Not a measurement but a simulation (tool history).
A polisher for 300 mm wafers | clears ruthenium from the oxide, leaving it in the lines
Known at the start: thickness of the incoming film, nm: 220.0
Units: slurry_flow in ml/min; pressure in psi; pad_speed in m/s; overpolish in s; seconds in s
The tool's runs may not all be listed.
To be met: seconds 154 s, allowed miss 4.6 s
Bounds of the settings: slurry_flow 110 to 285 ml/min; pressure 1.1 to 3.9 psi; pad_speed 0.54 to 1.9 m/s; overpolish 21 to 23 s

| run | hour | slurry_flow | pressure | pad_speed | overpolish | seconds |
|---|---|---|---|---|---|---|
| 1 | 0 | 180 | 2.5 | 1.22 | 21 | 118.57 |
| 2 | 7.7 | 180 | 2.5 | 1.1 | 21 | 128.79 |
| 3 | 11.6 | 200 | 2.5 | 1.1 | 21 | 126.82 |
| 4 | 16.9 | 200 | 3 | 1.1 | 21 | 108.27 |
| 5 | 20.9 | 195 | 2.7 | 1.1 | 21 | 117.16 |
| 6 | 29.9 | 195 | 2.7 | 1.1 | 21 | 116.93 |
| 7 | 32.4 | 185 | 2.5 | 1.1 | 21 | 128.9 |
| 8 | 39.4 | 175 | 2.4 | 1.1 | 21 | 136.06 |
| 9 | 43.4 | 165 | 2.4 | 1.1 | 21 | 134.97 |
| 10 | 49.3 | 165 | 2.3 | 1.1 | 21 | 140.11 |
| 11 | 54.3 | 160 | 2.2 | 1.1 | 21 | 145.94 |
| 12 | 60.5 | 155 | 2.2 | 1.1 | 21 | 149.61 |
| 13 | 63.3 | 150 | 2.2 | 1.1 | 21 | 148.4 |

5 next moves are on the table. One of them brings every result within its allowed miss. Which?
| A | 66.1 | 125 | 2.4 | 1.16 | 21 | ? |
| B | 66.1 | 175 | 2.2 | 1.14 | 21 | ? |
| C | 66.1 | 160 | 2.4 | 0.9 | 21 | ? |
| D | 66.1 | 130 | 2.3 | 1.1 | 21 | ? |
| E | 66.1 | 130 | 2.1 | 1.28 | 22 | ? |

| move | seconds |
|---|---|
| A | 135.54 |
| B | 142.07 |
| C | 153.57 |
| D | 145.17 |
| E | 142.93 |
A: further off than the last run
B: further off than the last run
C: meets every target
D: further off than the last run
E: further off than the last run
Answer: C
